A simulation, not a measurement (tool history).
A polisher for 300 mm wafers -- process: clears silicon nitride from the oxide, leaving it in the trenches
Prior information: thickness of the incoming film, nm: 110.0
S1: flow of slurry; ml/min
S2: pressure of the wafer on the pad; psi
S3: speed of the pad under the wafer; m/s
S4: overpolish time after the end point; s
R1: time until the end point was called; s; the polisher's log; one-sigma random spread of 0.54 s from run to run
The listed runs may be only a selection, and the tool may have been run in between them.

Run 1, hour 0.0: S1 130 ml/min, S2 2.9 psi, S3 1.12 m/s, S4 26 s. Result: R1 82.516 s.
Run 2, hour 0.9: S1 130 ml/min, S2 2.9 psi, S3 1.12 m/s, S4 28 s. Result: R1 82.347 s.
Run 3, hour 4.8: S1 140 ml/min, S2 3.3 psi, S3 1.12 m/s, S4 28 s. Result: R1 72.160 s.
Run 4, hour 11.3: S1 140 ml/min, S2 3.1 psi, S3 1.12 m/s, S4 28 s. Result: R1 74.984 s.
Run 5, hour 18.9: S1 140 ml/min, S2 2.5 psi, S3 1.12 m/s, S4 28 s. Result: R1 92.216 s.
Run 6, hour 20.6: S1 140 ml/min, S2 2.5 psi, S3 1.12 m/s, S4 28 s. Result: R1 94.786 s.
Run 7, hour 28.9: S1 165 ml/min, S2 3.3 psi, S3 1.14 m/s, S4 28 s. Result: R1 68.483 s.
At hour 29.8: head pressure recalibrated.
Run 8, hour 29.8: S1 165 ml/min, S2 3.5 psi, S3 1.14 m/s, S4 28 s. Result: R1 70.032 s.

Run 9, settings as shown, results not yet in. Your forecast:
Run 9, hour 32.6: S1 180 ml/min, S2 4.3 psi, S3 1.26 m/s, S4 28 s. Result: R1 ?.

Run 9 produced R1 52.037 s.

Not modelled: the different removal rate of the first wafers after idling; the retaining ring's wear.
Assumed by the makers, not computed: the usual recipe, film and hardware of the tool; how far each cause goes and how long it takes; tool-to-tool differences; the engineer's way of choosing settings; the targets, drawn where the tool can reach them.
